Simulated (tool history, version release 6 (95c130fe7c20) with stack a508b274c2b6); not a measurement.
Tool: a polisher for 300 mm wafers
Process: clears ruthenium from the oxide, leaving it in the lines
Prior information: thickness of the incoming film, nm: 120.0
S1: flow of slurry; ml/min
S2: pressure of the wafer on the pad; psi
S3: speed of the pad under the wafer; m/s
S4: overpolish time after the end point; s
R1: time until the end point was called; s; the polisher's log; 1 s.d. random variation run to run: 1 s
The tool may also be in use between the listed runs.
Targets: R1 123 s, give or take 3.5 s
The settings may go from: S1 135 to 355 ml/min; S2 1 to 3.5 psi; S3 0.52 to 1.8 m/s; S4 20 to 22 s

run,hour,S1,S2,S3,S4,R1
1,0,225,2.2,1.16,20,108.98
2,4.9,220,2.1,1.16,20,113.4
3,8,220,2,1.16,20,119.2
4,8.5,220,1.7,1.16,20,139.09
5,10.5,225,1.8,1.16,20,131.75
# hour 18.7: worn pad replaced by a new one
6,18.7,230,1.9,1.16,20,111.72
7,20.9,175,1.9,1.16,20,117.29
8,28,185,1.9,1.16,20,115.35
9,34.3,195,1.9,1.16,20,113.66
10,41.4,205,1.9,1.16,20,113.89

Pick the move, out of 5, that brings all results within their allowed miss; only one does.
A,48.5,245,2,1,20,?
B,48.5,145,1.7,1.42,20,?
C,48.5,210,1.9,1.26,22,?
D,48.5,180,1.9,1.16,22,?
E,48.5,185,2.2,1.12,21,?

move,R1
A,122.03
B,110.61
C,104.57
D,116.04
E,103.7
A: all results in spec
B: moves away from the targets compared with the last run
C: moves away from the targets compared with the last run
D: better than the last run, though not everything is in spec
E: moves away from the targets compared with the last run
A is the move that brings every result within its allowed miss.

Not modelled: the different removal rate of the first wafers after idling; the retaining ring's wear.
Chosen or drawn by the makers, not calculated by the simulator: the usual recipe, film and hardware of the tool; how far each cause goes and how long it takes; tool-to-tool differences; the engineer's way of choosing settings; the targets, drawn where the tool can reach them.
